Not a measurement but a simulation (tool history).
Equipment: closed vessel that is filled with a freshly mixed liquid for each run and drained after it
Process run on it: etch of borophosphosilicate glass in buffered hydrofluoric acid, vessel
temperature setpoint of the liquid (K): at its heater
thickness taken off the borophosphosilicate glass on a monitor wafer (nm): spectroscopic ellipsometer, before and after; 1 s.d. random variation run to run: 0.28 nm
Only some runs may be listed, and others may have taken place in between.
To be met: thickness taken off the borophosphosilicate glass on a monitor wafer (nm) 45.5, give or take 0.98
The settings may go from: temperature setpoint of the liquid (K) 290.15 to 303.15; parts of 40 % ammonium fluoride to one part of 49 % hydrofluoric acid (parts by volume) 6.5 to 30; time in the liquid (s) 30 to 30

run	day	temperature setpoint of the liquid (K)	parts of 40 % ammonium fluoride to one part of 49 % hydrofluoric acid (parts by volume)	time in the liquid (s)	thickness taken off the borophosphosilicate glass on a monitor wafer (nm)
1	0	295.15	18.5	30	20.103
2	0.342	297.15	16.5	30	25.116
3	0.471	298.65	15.5	30	28.734
4	0.533	298.65	21	30	21.904
5	0.779	301.15	21	30	25.003
6	0.996	297.65	21	30	20.527
7	1.325	299.15	18.5	30	25.061
8	1.604	300.15	16.5	30	29.831
9	1.796	303.15	11	30	51.439
10	1.917	302.65	11	30	50.082
11	1.996	302.15	11	30	49.1

Which one of the following 4 next-run settings gets every result inside its allowed miss? There is exactly one.
A	2.075	303.15	13	30	?
B	2.075	300.65	10.5	30	?
C	2.075	302.65	11.5	30	?
D	2.075	300.15	10.5	30	?

move	thickness taken off the borophosphosilicate glass on a monitor wafer (nm)
A	43.505
B	47.056
C	47.805
D	45.829
A: pushes the last run's worst result past its target
B: closer than the last run, but not yet in spec
C: closer than the last run, but not yet in spec
D: in spec on every target
D is the move that brings every result within its allowed miss.

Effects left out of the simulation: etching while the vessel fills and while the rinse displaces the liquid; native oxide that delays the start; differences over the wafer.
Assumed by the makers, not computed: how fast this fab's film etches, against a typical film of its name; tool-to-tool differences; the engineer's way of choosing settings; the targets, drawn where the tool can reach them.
